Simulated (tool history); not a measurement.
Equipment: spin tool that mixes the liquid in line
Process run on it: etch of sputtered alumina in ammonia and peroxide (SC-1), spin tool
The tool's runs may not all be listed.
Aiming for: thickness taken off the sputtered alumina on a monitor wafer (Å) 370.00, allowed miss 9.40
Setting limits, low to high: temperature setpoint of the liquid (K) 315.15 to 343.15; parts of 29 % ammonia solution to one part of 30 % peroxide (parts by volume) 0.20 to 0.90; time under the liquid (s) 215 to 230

run	day	temperature setpoint of the liquid (K)	parts of 29 % ammonia solution to one part of 30 % peroxide (parts by volume)	time under the liquid (s)	thickness taken off the sputtered alumina on a monitor wafer (Å)
1	0.000	331.15	0.50	215	244.50
2	0.158	331.15	0.50	215	245.39
3	0.438	331.15	0.50	230	264.35
4	0.767	332.65	0.50	230	283.68
5	0.971	332.65	0.50	215	265.88
6	1.133	334.15	0.50	215	286.96
# day 1.375: new drum of ammonia solution connected
7	1.375	340.15	0.50	215	389.69
8	1.483	339.65	0.50	215	382.82

Exactly one of the 4 candidate moves below puts every result within its allowed miss. Which one?
A	1.592	340.15	0.55	215	?
B	1.592	341.65	0.55	215	?
C	1.592	339.65	0.55	225	?
D	1.592	337.65	0.55	230	?

move	thickness taken off the sputtered alumina on a monitor wafer (Å)
A	395.84
B	425.85
C	404.21
D	374.28
A: further off than the last run
B: further off than the last run
C: further off than the last run
D: all results land within tolerance of their targets
So the answer is move D, the one that meets all the targets.

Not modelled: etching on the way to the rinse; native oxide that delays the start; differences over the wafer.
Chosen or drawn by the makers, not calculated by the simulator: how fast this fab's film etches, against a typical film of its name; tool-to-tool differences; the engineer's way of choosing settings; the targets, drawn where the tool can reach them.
